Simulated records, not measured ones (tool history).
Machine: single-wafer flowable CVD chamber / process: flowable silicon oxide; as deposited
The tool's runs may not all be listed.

run  hour  heater temperature setpoint (K)  chamber pressure (Pa)  RF power (W)  deposition time (s)  mean film thickness on the monitor wafer (nm)
  1   0.0                           373.15                  124.8          1515                  915                                         589.87
  2   1.4                           376.15                  124.7          1515                  915                                         534.90
  3   7.0                           376.15                  124.7          1370                  915                                         525.55
  4  13.2                           379.15                  124.5          1370                  915                                         477.94
  5  15.4                           368.15                  124.5          1370                  915                                         660.29
  6  21.5                           373.15                  124.3          1370                  915                                         577.31

Run 7 has not been measured yet. What should we expect?
  7  22.8                           377.15                  124.1          1370                  915                                              ?

Run 7 gave mean film thickness on the monitor wafer (nm) 507.23.
